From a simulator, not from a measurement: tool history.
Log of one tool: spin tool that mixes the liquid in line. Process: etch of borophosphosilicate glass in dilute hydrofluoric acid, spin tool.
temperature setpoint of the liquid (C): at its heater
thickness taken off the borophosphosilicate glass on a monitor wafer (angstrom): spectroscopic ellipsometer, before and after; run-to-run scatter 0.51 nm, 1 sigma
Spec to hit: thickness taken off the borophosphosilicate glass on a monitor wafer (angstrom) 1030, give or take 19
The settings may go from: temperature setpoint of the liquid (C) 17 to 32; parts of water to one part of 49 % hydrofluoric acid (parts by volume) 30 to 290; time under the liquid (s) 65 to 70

run	day	temperature setpoint of the liquid (C)	parts of water to one part of 49 % hydrofluoric acid (parts by volume)	time under the liquid (s)	thickness taken off the borophosphosilicate glass on a monitor wafer (angstrom)
1	0	24	160	65	260.2
2	0.038	25.5	135	65	335.23
3	0.088	26.5	115	65	419.55
4	0.183	23.5	115	65	373.2
5	0.446	23.5	115	65	373.89
6	0.662	23.5	140	65	299
7	1.029	25	120	65	378.47
8	1.125	29	55	65	1055.8

Which single option among these 4 for the next run brings every result within its allowed miss of target? Just one does.
A	1.221	31	60	65	?
B	1.221	27.5	55	70	?
C	1.221	30.5	60	70	?
D	1.221	30	55	65	?

move	thickness taken off the borophosphosilicate glass on a monitor wafer (angstrom)
A	1038.3
B	1071.4
C	1096.8
D	1098
A: all results land within tolerance of their targets
B: its largest miss is bigger than the last run's
C: its largest miss is bigger than the last run's
D: its largest miss is bigger than the last run's
So the answer is move A, the one that meets all the targets.

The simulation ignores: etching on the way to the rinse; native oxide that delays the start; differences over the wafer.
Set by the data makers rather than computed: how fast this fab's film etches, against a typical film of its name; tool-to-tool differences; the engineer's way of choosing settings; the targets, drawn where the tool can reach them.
